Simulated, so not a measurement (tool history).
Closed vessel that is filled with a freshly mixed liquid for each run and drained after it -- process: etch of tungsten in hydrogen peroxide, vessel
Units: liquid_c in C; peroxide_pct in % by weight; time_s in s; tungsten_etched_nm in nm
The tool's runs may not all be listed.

{"run": 1, "day": 0.0, "liquid_c": 44.0, "peroxide_pct": 17.5, "time_s": 105, "tungsten_etched_nm": 152.72}
{"run": 2, "day": 0.079, "liquid_c": 44.0, "peroxide_pct": 17.5, "time_s": 110, "tungsten_etched_nm": 159.56}
{"run": 3, "day": 0.412, "liquid_c": 41.0, "peroxide_pct": 17.5, "time_s": 110, "tungsten_etched_nm": 131.83}
{"run": 4, "day": 0.529, "liquid_c": 34.0, "peroxide_pct": 17.5, "time_s": 110, "tungsten_etched_nm": 82.487}
{"run": 5, "day": 0.617, "liquid_c": 34.0, "peroxide_pct": 17.5, "time_s": 105, "tungsten_etched_nm": 79.294}
{"run": 6, "day": 0.933, "liquid_c": 40.0, "peroxide_pct": 17.5, "time_s": 105, "tungsten_etched_nm": 118.33}
{"run": 7, "day": 1.242, "liquid_c": 32.0, "peroxide_pct": 17.5, "time_s": 105, "tungsten_etched_nm": 68.833}

Run 8 comes next. What will it give?
{"run": 8, "day": 1.308, "liquid_c": 32.5, "peroxide_pct": 17.5, "time_s": 105, "tungsten_etched_nm": "?"}

{"run 8": {"tungsten_etched_nm": 71.313}}
